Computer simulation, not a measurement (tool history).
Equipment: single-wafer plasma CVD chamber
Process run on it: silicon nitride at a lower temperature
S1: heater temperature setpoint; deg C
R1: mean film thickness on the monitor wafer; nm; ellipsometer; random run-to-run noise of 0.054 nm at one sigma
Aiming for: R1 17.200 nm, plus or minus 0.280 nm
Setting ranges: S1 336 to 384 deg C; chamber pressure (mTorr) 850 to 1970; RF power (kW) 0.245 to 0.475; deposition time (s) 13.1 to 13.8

Run 1, hour 0.0: S1 360 deg C, chamber pressure (mTorr) 1410, RF power (kW) 0.360, deposition time (s) 13.8. Result: R1 19.745 nm.
Run 2, hour 1.7: S1 360 deg C, chamber pressure (mTorr) 1310, RF power (kW) 0.355, deposition time (s) 13.8. Result: R1 18.980 nm.
Run 3, hour 10.2: S1 360 deg C, chamber pressure (mTorr) 1240, RF power (kW) 0.355, deposition time (s) 13.8. Result: R1 18.602 nm.
Run 4, hour 12.8: S1 360 deg C, chamber pressure (mTorr) 1410, RF power (kW) 0.355, deposition time (s) 13.8. Result: R1 19.627 nm.
Run 5, hour 21.3: S1 360 deg C, chamber pressure (mTorr) 1330, RF power (kW) 0.355, deposition time (s) 13.8. Result: R1 19.184 nm.
Run 6, hour 25.8: S1 360 deg C, chamber pressure (mTorr) 1330, RF power (kW) 0.315, deposition time (s) 13.8. Result: R1 17.617 nm.
Run 7, hour 28.2: S1 360 deg C, chamber pressure (mTorr) 1310, RF power (kW) 0.315, deposition time (s) 13.8. Result: R1 17.511 nm.
Run 8, hour 35.8: S1 360 deg C, chamber pressure (mTorr) 1300, RF power (kW) 0.315, deposition time (s) 13.8. Result: R1 17.483 nm.

Pick the move, out of 5, that brings all results within their allowed miss; only one does.
Run A, hour 43.4: S1 366 deg C, chamber pressure (mTorr) 1360, RF power (kW) 0.280, deposition time (s) 13.8. Result: R1 ?.
Run B, hour 43.4: S1 364 deg C, chamber pressure (mTorr) 1330, RF power (kW) 0.315, deposition time (s) 13.4. Result: R1 ?.
Run C, hour 43.4: S1 365 deg C, chamber pressure (mTorr) 1300, RF power (kW) 0.325, deposition time (s) 13.8. Result: R1 ?.
Run D, hour 43.4: S1 359 deg C, chamber pressure (mTorr) 1260, RF power (kW) 0.370, deposition time (s) 13.1. Result: R1 ?.
Run E, hour 43.4: S1 369 deg C, chamber pressure (mTorr) 1150, RF power (kW) 0.315, deposition time (s) 13.8. Result: R1 ?.

move      R1
   A  16.532
   B  17.215
   C  17.908
   D  18.244
   E  16.524
A: takes the biggest miss from the last run beyond its target
B: all results land within tolerance of their targets
C: moves away from the targets compared with the last run
D: moves away from the targets compared with the last run
E: takes the biggest miss from the last run beyond its target
So the answer is move B, the one that meets all the targets.
